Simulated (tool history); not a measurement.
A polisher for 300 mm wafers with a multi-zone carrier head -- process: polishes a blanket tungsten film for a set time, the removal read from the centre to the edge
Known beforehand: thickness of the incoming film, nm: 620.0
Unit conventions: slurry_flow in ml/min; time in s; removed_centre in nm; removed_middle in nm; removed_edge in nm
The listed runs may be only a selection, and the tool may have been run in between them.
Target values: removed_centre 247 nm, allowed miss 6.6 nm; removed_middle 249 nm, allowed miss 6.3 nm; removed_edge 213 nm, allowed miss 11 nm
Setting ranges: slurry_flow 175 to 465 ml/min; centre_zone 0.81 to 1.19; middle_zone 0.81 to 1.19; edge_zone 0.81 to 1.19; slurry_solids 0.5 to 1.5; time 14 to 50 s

Run 1, hour 0: slurry_flow 295 ml/min, centre_zone 1, middle_zone 1, edge_zone 1, slurry_solids 1, time 32 s. Result: removed_centre 157.73 nm, removed_middle 160.67 nm, removed_edge 158.06 nm.
Run 2, hour 5.5: slurry_flow 305 ml/min, centre_zone 1.02, middle_zone 1.03, edge_zone 1.01, slurry_solids 1.1, time 33 s. Result: removed_centre 171.9 nm, removed_middle 175.66 nm, removed_edge 174.44 nm.
Run 3, hour 7.3: slurry_flow 305 ml/min, centre_zone 1.02, middle_zone 1.03, edge_zone 1.01, slurry_solids 1.1, time 28 s. Result: removed_centre 145.79 nm, removed_middle 149.73 nm, removed_edge 141.9 nm.
Run 4, hour 13.8: slurry_flow 315 ml/min, centre_zone 1.04, middle_zone 1.06, edge_zone 1, slurry_solids 1.15, time 29 s. Result: removed_centre 156.59 nm, removed_middle 160.35 nm, removed_edge 151.05 nm.
Run 5, hour 21: slurry_flow 315 ml/min, centre_zone 1.04, middle_zone 1.06, edge_zone 1, slurry_solids 1.15, time 26 s. Result: removed_centre 140.19 nm, removed_middle 144.86 nm, removed_edge 139.63 nm.
Run 6, hour 26.5: slurry_flow 365 ml/min, centre_zone 1.04, middle_zone 1.06, edge_zone 1, slurry_solids 1.15, time 26 s. Result: removed_centre 142.9 nm, removed_middle 148.15 nm, removed_edge 136.04 nm.
At hour 32.6: worn pad replaced by a new one.
Run 7, hour 32.6: slurry_flow 375 ml/min, centre_zone 1.06, middle_zone 1.08, edge_zone 0.99, slurry_solids 1.2, time 28 s. Result: removed_centre 169.18 nm, removed_middle 176.37 nm, removed_edge 155.93 nm.
Run 8, hour 37: slurry_flow 375 ml/min, centre_zone 1.08, middle_zone 1.1, edge_zone 1, slurry_solids 1.25, time 28 s. Result: removed_centre 173.92 nm, removed_middle 178.37 nm, removed_edge 162.37 nm.
Run 9, hour 45: slurry_flow 385 ml/min, centre_zone 1.09, middle_zone 1.11, edge_zone 1, slurry_solids 1.3, time 28 s. Result: removed_centre 179.32 nm, removed_middle 182.31 nm, removed_edge 165.17 nm.

4 next moves are on the table. One of them brings every result within its allowed miss. Which?
Run A, hour 53: slurry_flow 445 ml/min, centre_zone 1.12, middle_zone 1.13, edge_zone 0.94, slurry_solids 1.05, time 40 s. Result: removed_centre ?, removed_middle ?, removed_edge ?.
Run B, hour 53: slurry_flow 335 ml/min, centre_zone 0.94, middle_zone 1.06, edge_zone 1.19, slurry_solids 1.5, time 38 s. Result: removed_centre ?, removed_middle ?, removed_edge ?.
Run C, hour 53: slurry_flow 175 ml/min, centre_zone 0.85, middle_zone 0.84, edge_zone 1.19, slurry_solids 1.5, time 30 s. Result: removed_centre ?, removed_middle ?, removed_edge ?.
Run D, hour 53: slurry_flow 295 ml/min, centre_zone 1.19, middle_zone 0.99, edge_zone 1.18, slurry_solids 1.5, time 38 s. Result: removed_centre ?, removed_middle ?, removed_edge ?.

move  removed_centre  removed_middle  removed_edge
   A          246.88          249.66        217.32
   B          214.52          245.87        255.55
   C          137.91          145.87        188.99
   D          268.09           228.8        252.19
A: all results in spec
B: gets the furthest-off result to its target, but another result is out of tolerance
C: lands further from the targets than the last run did
D: an improvement on the last run, though not all results are within tolerance
Go with A: it meets all targets.
